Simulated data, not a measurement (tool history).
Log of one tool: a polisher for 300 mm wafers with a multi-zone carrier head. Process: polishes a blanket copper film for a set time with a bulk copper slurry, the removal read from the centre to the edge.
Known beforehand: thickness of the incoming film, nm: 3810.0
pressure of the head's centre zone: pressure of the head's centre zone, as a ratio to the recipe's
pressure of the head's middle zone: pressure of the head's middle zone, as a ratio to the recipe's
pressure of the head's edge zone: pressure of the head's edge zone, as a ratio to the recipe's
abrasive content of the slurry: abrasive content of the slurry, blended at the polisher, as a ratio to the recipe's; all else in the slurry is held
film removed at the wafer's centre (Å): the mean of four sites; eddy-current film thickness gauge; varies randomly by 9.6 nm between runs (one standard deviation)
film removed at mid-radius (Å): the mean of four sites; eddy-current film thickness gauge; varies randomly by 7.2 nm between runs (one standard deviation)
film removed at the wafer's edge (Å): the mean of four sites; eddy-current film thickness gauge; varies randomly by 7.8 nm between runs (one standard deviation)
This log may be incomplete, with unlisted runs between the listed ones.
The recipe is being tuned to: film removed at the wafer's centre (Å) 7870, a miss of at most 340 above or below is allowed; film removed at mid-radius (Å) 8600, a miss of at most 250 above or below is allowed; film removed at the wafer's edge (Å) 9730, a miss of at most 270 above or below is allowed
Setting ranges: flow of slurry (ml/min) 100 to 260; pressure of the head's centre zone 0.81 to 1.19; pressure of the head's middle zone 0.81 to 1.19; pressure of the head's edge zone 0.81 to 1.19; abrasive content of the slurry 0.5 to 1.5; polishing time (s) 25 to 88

run,hour,flow of slurry (ml/min),pressure of the head's centre zone,pressure of the head's middle zone,pressure of the head's edge zone,abrasive content of the slurry,polishing time (s),film removed at the wafer's centre (Å),film removed at mid-radius (Å),film removed at the wafer's edge (Å)
1,0,165,1,1,1,1,56,7105.1,7275.1,7188.6
2,7.1,175,0.98,0.99,1.04,1.1,57,7049.8,7612.7,7608.7
3,12.7,180,0.98,0.97,1.07,1.2,58,7511.8,7782.3,8113.5
4,21,185,0.96,0.96,1.1,1.25,58,7481.7,7866.4,8310.9
5,28.4,185,0.96,0.96,1.1,1.25,64,8532.2,8672.8,9169.8
6,35.5,185,1.02,0.96,1.1,1.25,64,8927.1,8553.8,9175.3
7,37.7,180,0.99,0.95,1.12,1.25,64,8666.4,8655.9,9289.7
8,40,175,0.97,0.94,1.14,1.25,64,8312.8,8490.1,9264.8
9,43.6,175,0.95,0.93,1.15,1.3,64,8248.3,8423.4,9376.7
10,47.1,175,0.93,0.93,1.16,1.3,64,8088.9,8342.7,9399.2
11,55.4,175,0.92,0.93,1.17,1.3,64,8029.4,8468.5,9590.7

4 next moves are on the table. One of them brings every result within its allowed miss. Which?
A,63.7,140,0.91,0.95,1.19,1.4,66,?,?,?
B,63.7,170,0.98,0.95,1.12,1.35,63,?,?,?
C,63.7,190,0.98,0.9,1.17,1.45,62,?,?,?
D,63.7,160,0.98,0.96,1.14,1.3,63,?,?,?

move,film removed at the wafer's centre (Å),film removed at mid-radius (Å),film removed at the wafer's edge (Å)
A,7717.1,8634.2,9869
B,8176.3,8448.9,9297.2
C,8341.9,8274.8,9626.7
D,8012.1,8352.6,9221.9
A: every result lands within tolerance
B: corrects the largest miss of the last run, while another result sits out of spec
C: its largest miss is bigger than the last run's
D: corrects the largest miss of the last run, while another result sits out of spec
So the answer is move A, the one that meets all the targets.

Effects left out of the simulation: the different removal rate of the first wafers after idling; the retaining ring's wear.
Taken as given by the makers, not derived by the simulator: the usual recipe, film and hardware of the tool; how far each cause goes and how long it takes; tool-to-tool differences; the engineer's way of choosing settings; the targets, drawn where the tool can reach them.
